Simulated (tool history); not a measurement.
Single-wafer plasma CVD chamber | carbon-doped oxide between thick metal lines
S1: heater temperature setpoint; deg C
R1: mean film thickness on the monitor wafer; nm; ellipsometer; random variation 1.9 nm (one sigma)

run 1 hour=0.0 | S1=365 chamber_pressure_(Torr)=6.64 RF_power_(W)=395 deposition_time_(s)=178 | R1=838.73
run 2 hour=7.2 | S1=365 chamber_pressure_(Torr)=6.64 RF_power_(W)=445 deposition_time_(s)=178 | R1=899.48
run 3 hour=15.0 | S1=365 chamber_pressure_(Torr)=6.64 RF_power_(W)=490 deposition_time_(s)=178 | R1=956.57
run 4 hour=20.2 | S1=365 chamber_pressure_(Torr)=6.64 RF_power_(W)=490 deposition_time_(s)=178 | R1=953.15
run 5 hour=27.2 | S1=365 chamber_pressure_(Torr)=7.12 RF_power_(W)=490 deposition_time_(s)=178 | R1=956.37
run 6 hour=28.5 | S1=365 chamber_pressure_(Torr)=6.53 RF_power_(W)=490 deposition_time_(s)=178 | R1=954.58
run 7 hour=29.9 | S1=366 chamber_pressure_(Torr)=6.47 RF_power_(W)=470 deposition_time_(s)=178 | R1=928.75
run 8 hour=30.9 | S1=367 chamber_pressure_(Torr)=6.45 RF_power_(W)=450 deposition_time_(s)=178 | R1=905.48
run 9 hour=38.0 | S1=367 chamber_pressure_(Torr)=6.45 RF_power_(W)=430 deposition_time_(s)=178 | R1=878.44
run 10 hour=46.6 | S1=378 chamber_pressure_(Torr)=5.27 RF_power_(W)=365 deposition_time_(s)=178 | R1=762.38
run 11 hour=51.2 | S1=378 chamber_pressure_(Torr)=5.22 RF_power_(W)=360 deposition_time_(s)=178 | R1=754.85

Forecast run 12:
run 12 hour=54.2 | S1=378 chamber_pressure_(Torr)=5.17 RF_power_(W)=355 deposition_time_(s)=178 | R1=?

R1: 746.05 nm

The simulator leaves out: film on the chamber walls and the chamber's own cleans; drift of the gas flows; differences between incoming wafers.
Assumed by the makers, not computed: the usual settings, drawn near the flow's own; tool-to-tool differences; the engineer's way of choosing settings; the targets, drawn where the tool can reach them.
